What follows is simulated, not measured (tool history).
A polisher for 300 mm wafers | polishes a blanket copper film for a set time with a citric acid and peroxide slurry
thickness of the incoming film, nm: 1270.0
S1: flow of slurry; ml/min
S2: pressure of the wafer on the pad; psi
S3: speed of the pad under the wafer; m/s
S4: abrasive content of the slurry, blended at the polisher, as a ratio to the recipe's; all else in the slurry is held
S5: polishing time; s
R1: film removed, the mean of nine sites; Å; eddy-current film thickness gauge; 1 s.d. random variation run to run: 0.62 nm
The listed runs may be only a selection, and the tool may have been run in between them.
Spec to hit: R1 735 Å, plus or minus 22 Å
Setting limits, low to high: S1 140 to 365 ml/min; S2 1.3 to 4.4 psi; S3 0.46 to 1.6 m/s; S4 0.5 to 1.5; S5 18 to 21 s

run  hour   S1   S2    S3  S4  S5      R1
  1     0  235  2.8  1.02   1  21  480.03
  2   5.3  235  2.8  1.02   1  18  410.39
  3   6.4  235  3.1  1.02   1  18  454.12
  4   8.4  235  3.1  1.02   1  18  454.47
  5  14.4  235  3.3  1.04   1  18  482.37
  6  17.8  235  3.5  1.08   1  18  536.97
  7  25.4  235  3.7   1.1   1  18  574.02
  8  27.1  235  3.8  1.12   1  18  603.66
  9  30.8  235  3.9  1.12   1  18  615.24
 10  33.7  235    4  1.12   1  18  621.26
 11  39.2  235  4.1  1.14   1  18  654.72
 12  45.1  235  4.2  1.14   1  18     672

Of the 5 settings listed for the next run, only one would bring every result within its allowed miss of target. Which one?
  A    51  195    4  1.24  0.95  21   ?
  B    51  215    4  1.08  0.95  18   ?
  C    51  245  3.6  1.36  0.85  20   ?
  D    51  225  3.3  1.34  1.05  18   ?
  E    51  225  4.4  1.02  0.95  19   ?

move      R1
   A  783.17
   B  593.38
   C  741.27
   D  627.02
   E  652.01
A: pushes the last run's worst result past its target
B: the biggest miss grows against the last run
C: every result lands within tolerance
D: the biggest miss grows against the last run
E: the biggest miss grows against the last run
Correct choice: C, which meets every target
